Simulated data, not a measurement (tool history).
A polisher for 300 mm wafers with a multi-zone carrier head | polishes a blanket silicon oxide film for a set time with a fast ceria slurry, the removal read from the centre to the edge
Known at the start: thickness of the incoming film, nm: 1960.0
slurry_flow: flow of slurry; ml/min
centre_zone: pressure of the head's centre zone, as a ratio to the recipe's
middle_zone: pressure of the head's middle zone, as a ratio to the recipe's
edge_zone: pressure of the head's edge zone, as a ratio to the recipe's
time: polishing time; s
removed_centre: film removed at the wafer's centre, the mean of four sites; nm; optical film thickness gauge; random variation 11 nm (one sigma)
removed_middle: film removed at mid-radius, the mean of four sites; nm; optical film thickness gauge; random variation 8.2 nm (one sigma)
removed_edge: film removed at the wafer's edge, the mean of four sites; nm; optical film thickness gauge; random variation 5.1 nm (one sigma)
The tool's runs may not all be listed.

run  hour  slurry_flow  centre_zone  middle_zone  edge_zone  time  removed_centre  removed_middle  removed_edge
  1   0.0          150         1.00         1.00       1.00    78          559.76          577.18        565.68
  2   0.7          160         1.02         0.99       1.04    81          596.82          592.60        594.75
  3   2.8          165         1.03         0.98       1.07    85          633.19          632.28        641.81
  4   8.2          165         1.08         0.98       1.07    85          649.24          628.34        644.93
  5  13.4          165         1.08         0.98       1.07    75          589.30          551.49        566.27
  6  21.7          170         1.09         0.97       1.09    79          601.89          585.12        606.32
  7  29.7          175         1.12         0.95       1.09    82          659.26          589.75        622.65

Forecast run 8:
  8  35.9          175         1.13         0.95       1.11    84               ?               ?             ?

Run 8 gave removed_centre 689.09 nm, removed_middle 606.61 nm, removed_edge 652.93 nm.
